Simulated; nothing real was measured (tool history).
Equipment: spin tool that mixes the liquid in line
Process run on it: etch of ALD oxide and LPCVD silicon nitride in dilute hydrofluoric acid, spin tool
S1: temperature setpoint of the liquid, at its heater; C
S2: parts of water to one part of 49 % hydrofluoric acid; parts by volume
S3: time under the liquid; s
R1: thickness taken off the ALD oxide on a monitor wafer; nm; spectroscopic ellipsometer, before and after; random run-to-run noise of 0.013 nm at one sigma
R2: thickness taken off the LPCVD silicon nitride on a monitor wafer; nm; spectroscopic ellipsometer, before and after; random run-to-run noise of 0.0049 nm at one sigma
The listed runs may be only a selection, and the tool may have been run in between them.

run 1 hour=0.0 | S1=24.0 S2=135 S3=180 | R1=20.1480 R2=0.69221
run 2 hour=0.6 | S1=23.5 S2=170 S3=150 | R1=12.5540 R2=0.43489
run 3 hour=8.6 | S1=23.5 S2=145 S3=150 | R1=15.1820 R2=0.50801
run 4 hour=11.6 | S1=23.5 S2=100 S3=150 | R1=23.1320 R2=0.73691
run 5 hour=16.5 | S1=23.5 S2=145 S3=125 | R1=12.6670 R2=0.40451
run 6 hour=24.1 | S1=23.5 S2=110 S3=125 | R1=17.3160 R2=0.57056
run 7 hour=32.7 | S1=24.0 S2=150 S3=110 | R1=10.9210 R2=0.38263
run 8 hour=34.5 | S1=22.0 S2=205 S3=105 | R1=6.6622 R2=0.22091
run 9 hour=36.0 | S1=23.0 S2=220 S3=95 | R1=5.6965 R2=0.21397

What will run 10 give?
run 10 hour=37.0 | S1=23.0 S2=230 S3=90 | R1=? R2=?

{"run 10": {"R1": 5.1168, "R2": 0.18292}}
